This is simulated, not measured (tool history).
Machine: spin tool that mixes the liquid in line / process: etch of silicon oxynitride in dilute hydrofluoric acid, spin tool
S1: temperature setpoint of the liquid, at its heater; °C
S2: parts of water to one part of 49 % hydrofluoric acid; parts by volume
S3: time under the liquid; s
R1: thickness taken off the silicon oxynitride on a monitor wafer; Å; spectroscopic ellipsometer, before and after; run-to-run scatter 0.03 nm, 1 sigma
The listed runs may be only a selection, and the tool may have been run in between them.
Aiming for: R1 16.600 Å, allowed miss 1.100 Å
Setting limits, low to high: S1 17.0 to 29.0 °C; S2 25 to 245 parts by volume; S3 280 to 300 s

{"run": 1, "hour": 0.0, "S1": 21.0, "S2": 135, "S3": 280, "R1": 24.032}
{"run": 2, "hour": 2.8, "S1": 23.0, "S2": 135, "S3": 280, "R1": 26.048}
{"run": 3, "hour": 11.2, "S1": 21.0, "S2": 135, "S3": 280, "R1": 23.76}
{"run": 4, "hour": 18.3, "S1": 20.5, "S2": 140, "S3": 280, "R1": 22.533}
{"run": 5, "hour": 26.7, "S1": 20.0, "S2": 145, "S3": 280, "R1": 20.291}
{"run": 6, "hour": 35.6, "S1": 19.5, "S2": 145, "S3": 280, "R1": 20.228}
{"run": 7, "hour": 36.7, "S1": 19.0, "S2": 150, "S3": 280, "R1": 19.149}
{"run": 8, "hour": 43.8, "S1": 18.5, "S2": 150, "S3": 280, "R1": 18.358}
{"run": 9, "hour": 50.1, "S1": 18.0, "S2": 150, "S3": 280, "R1": 18.055}

Next run, 4 choices. One meets every target within its allowed miss, the rest don't. Which?
{"run": "A", "hour": 56.4, "S1": 20.5, "S2": 150, "S3": 280, "R1": "?"}
{"run": "B", "hour": 56.4, "S1": 18.5, "S2": 170, "S3": 280, "R1": "?"}
{"run": "C", "hour": 56.4, "S1": 20.0, "S2": 150, "S3": 280, "R1": "?"}
{"run": "D", "hour": 56.4, "S1": 17.0, "S2": 130, "S3": 280, "R1": "?"}

move=A R1=21.196
move=B R1=16.771
move=C R1=20.701
move=D R1=20.964
A: moves away from the targets compared with the last run
B: each result inside its tolerance
C: moves away from the targets compared with the last run
D: moves away from the targets compared with the last run
Go with B: it meets all targets.
